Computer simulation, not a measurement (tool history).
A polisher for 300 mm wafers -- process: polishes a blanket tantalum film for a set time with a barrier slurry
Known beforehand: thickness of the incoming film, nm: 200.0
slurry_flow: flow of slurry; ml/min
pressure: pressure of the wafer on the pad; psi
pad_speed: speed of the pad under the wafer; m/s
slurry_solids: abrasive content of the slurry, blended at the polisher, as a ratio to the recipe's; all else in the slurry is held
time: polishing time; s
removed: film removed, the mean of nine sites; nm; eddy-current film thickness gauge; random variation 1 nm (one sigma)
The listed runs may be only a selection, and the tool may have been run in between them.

Run 1, day 0.000: slurry_flow 290 ml/min, pressure 1.4 psi, pad_speed 0.78 m/s, slurry_solids 1.0, time 45 s. Result: removed 47.031 nm.
Run 2, day 0.025: slurry_flow 290 ml/min, pressure 1.5 psi, pad_speed 0.78 m/s, slurry_solids 1.0, time 45 s. Result: removed 48.554 nm.
Run 3, day 0.283: slurry_flow 345 ml/min, pressure 1.5 psi, pad_speed 0.78 m/s, slurry_solids 1.0, time 45 s. Result: removed 49.480 nm.
Run 4, day 0.442: slurry_flow 345 ml/min, pressure 1.2 psi, pad_speed 0.78 m/s, slurry_solids 1.0, time 45 s. Result: removed 40.010 nm.
Run 5, day 0.692: slurry_flow 345 ml/min, pressure 1.3 psi, pad_speed 0.78 m/s, slurry_solids 1.0, time 45 s. Result: removed 44.736 nm.
Run 6, day 1.033: slurry_flow 305 ml/min, pressure 1.3 psi, pad_speed 0.78 m/s, slurry_solids 1.0, time 45 s. Result: removed 43.414 nm.
Run 7, day 1.071: slurry_flow 305 ml/min, pressure 1.4 psi, pad_speed 0.78 m/s, slurry_solids 1.0, time 45 s. Result: removed 47.430 nm.
Run 8, day 1.204: slurry_flow 305 ml/min, pressure 1.5 psi, pad_speed 0.78 m/s, slurry_solids 1.0, time 45 s. Result: removed 50.652 nm.
Run 9, day 1.338: slurry_flow 305 ml/min, pressure 1.6 psi, pad_speed 0.78 m/s, slurry_solids 1.0, time 45 s. Result: removed 52.652 nm.
Run 10, day 1.696: slurry_flow 305 ml/min, pressure 1.7 psi, pad_speed 0.78 m/s, slurry_solids 1.0, time 45 s. Result: removed 58.427 nm.

Forecast run 11:
Run 11, day 2.004: slurry_flow 305 ml/min, pressure 1.7 psi, pad_speed 0.78 m/s, slurry_solids 1.0, time 45 s. Result: removed ?.

removed: 56.875 nm
